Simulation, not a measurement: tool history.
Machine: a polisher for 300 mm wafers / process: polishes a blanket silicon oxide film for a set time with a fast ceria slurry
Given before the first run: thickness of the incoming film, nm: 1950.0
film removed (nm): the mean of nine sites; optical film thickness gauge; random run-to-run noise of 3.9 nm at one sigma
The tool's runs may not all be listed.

| run | hour | flow of slurry (ml/min) | pressure of the wafer on the pad (psi) | speed of the pad under the wafer (cm/s) | polishing time (s) | film removed (nm) |
|---|---|---|---|---|---|---|
| 1 | 0.0 | 185 | 3.1 | 114 | 23 | 534.35 |
| 2 | 5.6 | 195 | 3.2 | 114 | 23 | 552.96 |
| 3 | 11.5 | 175 | 3.2 | 114 | 23 | 545.39 |
| 4 | 17.4 | 175 | 3.2 | 114 | 23 | 546.16 |
| 5 | 22.4 | 135 | 3.2 | 114 | 23 | 514.61 |
| 6 | 23.9 | 155 | 3.2 | 114 | 23 | 536.16 |
| 7 | 24.4 | 170 | 3.2 | 114 | 23 | 538.13 |
| 8 | 32.9 | 185 | 3.2 | 114 | 23 | 548.03 |
| 9 | 40.3 | 195 | 3.2 | 114 | 23 | 551.13 |
| 10 | 42.7 | 205 | 3.2 | 114 | 23 | 553.45 |

Run 11 is up next; what results do you expect?
| 11 | 46.7 | 210 | 3.2 | 114 | 23 | ? |

film removed (nm): 556.88

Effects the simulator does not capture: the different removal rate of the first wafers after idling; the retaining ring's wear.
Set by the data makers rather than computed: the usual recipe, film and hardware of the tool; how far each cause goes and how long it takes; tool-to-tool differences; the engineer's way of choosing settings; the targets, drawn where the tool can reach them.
